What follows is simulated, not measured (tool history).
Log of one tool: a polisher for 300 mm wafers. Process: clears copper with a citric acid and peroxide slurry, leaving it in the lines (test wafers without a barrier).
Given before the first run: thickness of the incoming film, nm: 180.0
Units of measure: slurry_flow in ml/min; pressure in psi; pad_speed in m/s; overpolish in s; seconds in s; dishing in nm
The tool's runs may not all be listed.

{"run": 1, "day": 0.0, "slurry_flow": 290, "pressure": 2.2, "pad_speed": 1.12, "slurry_solids": 1, "overpolish": 24, "seconds": 94.286, "dishing": 22.438}
{"run": 2, "day": 0.196, "slurry_flow": 290, "pressure": 2.1, "pad_speed": 1.12, "slurry_solids": 1, "overpolish": 23, "seconds": 99.211, "dishing": 21.262}
{"run": 3, "day": 0.267, "slurry_flow": 355, "pressure": 2.1, "pad_speed": 1.12, "slurry_solids": 1, "overpolish": 23, "seconds": 96.703, "dishing": 22.212}
{"run": 4, "day": 0.617, "slurry_flow": 355, "pressure": 2.1, "pad_speed": 1.02, "slurry_solids": 1, "overpolish": 23, "seconds": 106.07, "dishing": 20.027}
{"run": 5, "day": 0.654, "slurry_flow": 355, "pressure": 2.1, "pad_speed": 1.02, "slurry_solids": 1.15, "overpolish": 23, "seconds": 103.86, "dishing": 21.045}
{"run": 6, "day": 0.696, "slurry_flow": 355, "pressure": 2, "pad_speed": 1.02, "slurry_solids": 1.15, "overpolish": 22, "seconds": 105.22, "dishing": 19.697}
{"run": 7, "day": 0.775, "slurry_flow": 355, "pressure": 1.9, "pad_speed": 1.02, "slurry_solids": 1.15, "overpolish": 22, "seconds": 109.34, "dishing": 19.676}

For run 8, what comes out?
{"run": 8, "day": 0.975, "slurry_flow": 355, "pressure": 1.8, "pad_speed": 1.02, "slurry_solids": 1.15, "overpolish": 21, "seconds": "?", "dishing": "?"}

seconds: 111.6 s
dishing: 19.559 nm
